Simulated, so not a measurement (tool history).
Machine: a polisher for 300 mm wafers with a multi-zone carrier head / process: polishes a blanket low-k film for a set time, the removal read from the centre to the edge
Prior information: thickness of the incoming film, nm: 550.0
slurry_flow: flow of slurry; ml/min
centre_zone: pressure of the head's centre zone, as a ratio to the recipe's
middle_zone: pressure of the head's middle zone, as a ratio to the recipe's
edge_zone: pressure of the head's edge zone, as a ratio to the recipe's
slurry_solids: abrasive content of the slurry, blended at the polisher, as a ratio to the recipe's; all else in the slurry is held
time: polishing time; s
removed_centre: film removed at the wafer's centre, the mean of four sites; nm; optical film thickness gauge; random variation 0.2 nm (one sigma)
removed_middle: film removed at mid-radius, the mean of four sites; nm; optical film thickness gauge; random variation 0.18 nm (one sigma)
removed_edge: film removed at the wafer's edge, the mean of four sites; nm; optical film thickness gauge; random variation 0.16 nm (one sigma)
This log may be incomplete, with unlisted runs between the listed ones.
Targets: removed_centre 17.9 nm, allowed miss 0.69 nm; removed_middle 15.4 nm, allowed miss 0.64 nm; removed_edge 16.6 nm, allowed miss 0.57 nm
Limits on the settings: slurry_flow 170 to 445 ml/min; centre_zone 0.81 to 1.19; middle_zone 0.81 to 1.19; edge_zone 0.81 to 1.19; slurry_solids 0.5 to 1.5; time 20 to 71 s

run,hour,slurry_flow,centre_zone,middle_zone,edge_zone,slurry_solids,time,removed_centre,removed_middle,removed_edge
1,0,285,1,1,1,1,45,25.886,25.365,26.13
2,4.6,285,1,0.98,0.98,0.9,44,23.702,22.965,23.468
3,5.3,280,1,0.95,0.96,0.8,44,22.292,20.91,22.088
4,13.9,280,1,0.95,0.96,0.6,44,18.769,17.779,18.238
5,20.9,280,1.07,0.95,0.96,0.6,44,20.263,17.535,18.38
6,29.5,280,1.07,0.88,0.96,0.6,44,19.99,17.23,18.173
7,31.8,275,1.07,0.87,0.96,0.6,44,19.676,16.363,18.675
8,39.9,275,1.06,0.87,0.94,0.6,44,19.696,16.853,18.111
9,45,255,1.01,0.81,0.91,0.5,43,16.548,13.732,15.162
10,45.7,270,1.02,0.82,0.92,0.5,43,16.618,14.079,15.56
11,47.4,280,1.03,0.83,0.92,0.5,43,16.639,13.903,15.927
12,49.2,280,1.04,0.84,0.93,0.5,43,16.866,14.124,15.768
13,53.7,280,1.04,0.85,0.94,0.5,43,17.068,14.217,15.679
14,61.4,280,1.04,0.85,0.94,0.5,43,16.773,14.417,16.106
15,67.4,280,1.05,0.86,0.94,0.5,43,16.918,14.258,15.72
16,68.7,280,1.06,0.87,0.95,0.5,43,17.031,14.333,15.881
17,70.1,280,1.06,0.88,0.95,0.5,43,16.885,14.577,15.876
18,71.5,280,1.07,0.89,0.95,0.5,43,17.329,14.797,16.134

Pick the move, out of 5, that brings all results within their allowed miss; only one does.
A,72.9,345,1.04,0.86,1,0.5,41,?,?,?
B,72.9,330,1.06,0.89,0.96,0.55,42,?,?,?
C,72.9,355,0.92,0.88,0.99,0.5,45,?,?,?
D,72.9,290,1.03,0.85,0.84,0.5,44,?,?,?
E,72.9,375,1.04,0.97,1,0.6,35,?,?,?

move,removed_centre,removed_middle,removed_edge
A,16.115,13.983,15.909
B,17.809,15.586,16.998
C,16.123,15.638,17.406
D,16.838,14.637,15.543
E,15.672,14.761,15.406
A: misses by more than the last run did
B: meets every target
C: brings the last run's worst result on target, with another outside its allowed miss
D: misses by more than the last run did
E: brings the last run's worst result on target, with another outside its allowed miss
The move that meets every target is B.

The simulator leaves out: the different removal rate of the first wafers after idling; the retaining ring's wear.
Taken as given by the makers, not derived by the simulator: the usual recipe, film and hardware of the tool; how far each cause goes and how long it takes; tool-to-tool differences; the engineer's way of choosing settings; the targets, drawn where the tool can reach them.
